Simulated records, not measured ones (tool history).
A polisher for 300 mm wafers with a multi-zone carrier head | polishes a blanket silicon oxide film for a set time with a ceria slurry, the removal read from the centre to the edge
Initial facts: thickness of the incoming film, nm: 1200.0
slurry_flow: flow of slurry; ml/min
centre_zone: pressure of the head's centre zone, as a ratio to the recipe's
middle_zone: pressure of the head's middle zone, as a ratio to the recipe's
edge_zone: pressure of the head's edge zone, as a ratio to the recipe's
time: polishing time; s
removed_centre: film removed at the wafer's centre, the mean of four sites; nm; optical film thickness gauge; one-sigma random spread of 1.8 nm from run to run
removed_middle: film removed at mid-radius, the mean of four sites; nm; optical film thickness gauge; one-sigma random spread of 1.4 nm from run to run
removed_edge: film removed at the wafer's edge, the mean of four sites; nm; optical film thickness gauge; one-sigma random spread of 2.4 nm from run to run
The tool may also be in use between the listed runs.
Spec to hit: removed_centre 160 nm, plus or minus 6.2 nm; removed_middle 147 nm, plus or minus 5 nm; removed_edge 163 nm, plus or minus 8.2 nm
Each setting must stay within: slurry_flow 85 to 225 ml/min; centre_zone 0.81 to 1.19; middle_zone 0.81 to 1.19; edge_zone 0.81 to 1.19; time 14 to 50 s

| run | hour | slurry_flow | centre_zone | middle_zone | edge_zone | time | removed_centre | removed_middle | removed_edge |
|---|---|---|---|---|---|---|---|---|---|
| 1 | 0 | 145 | 1 | 1 | 1 | 32 | 108.25 | 110.88 | 120.3 |
| 2 | 9 | 155 | 1.04 | 1.01 | 1.04 | 34 | 125.76 | 119.94 | 130.54 |
| 3 | 17.9 | 125 | 1.04 | 1.01 | 1.04 | 34 | 115.71 | 111.05 | 126.35 |
| 4 | 20.4 | 145 | 1.04 | 1.01 | 1.07 | 35 | 126.35 | 120.81 | 135.97 |
| 5 | 28.9 | 145 | 1 | 1.01 | 1.07 | 35 | 120.82 | 122.33 | 133.81 |
| 6 | 36.3 | 145 | 1 | 1.01 | 1.02 | 35 | 121.16 | 121.36 | 132.4 |
| 7 | 43.3 | 160 | 1.01 | 1 | 1.05 | 36 | 130.89 | 128.43 | 144.58 |
| 8 | 51 | 200 | 1.11 | 1.04 | 1.08 | 37 | 157.77 | 145.43 | 156.23 |
| 9 | 52 | 200 | 1.11 | 1.04 | 1.09 | 37 | 158.22 | 142.46 | 153.94 |

4 next moves are on the table. One of them brings every result within its allowed miss. Which?
| A | 53 | 200 | 1.15 | 1.11 | 1.06 | 35 | ? | ? | ? |
| B | 53 | 140 | 1.12 | 0.88 | 1.19 | 43 | ? | ? | ? |
| C | 53 | 225 | 1.14 | 1.03 | 1.13 | 34 | ? | ? | ? |
| D | 53 | 210 | 1.07 | 0.98 | 1.08 | 39 | ? | ? | ? |

| move | removed_centre | removed_middle | removed_edge |
|---|---|---|---|
| A | 153.39 | 144.07 | 149.52 |
| B | 161.77 | 130.63 | 177.68 |
| C | 152.28 | 134.96 | 151.27 |
| D | 160.94 | 146.19 | 169.26 |
A: moves away from the targets compared with the last run
B: takes the biggest miss from the last run beyond its target
C: moves away from the targets compared with the last run
D: every result within its allowed miss
The move that meets every target is D.
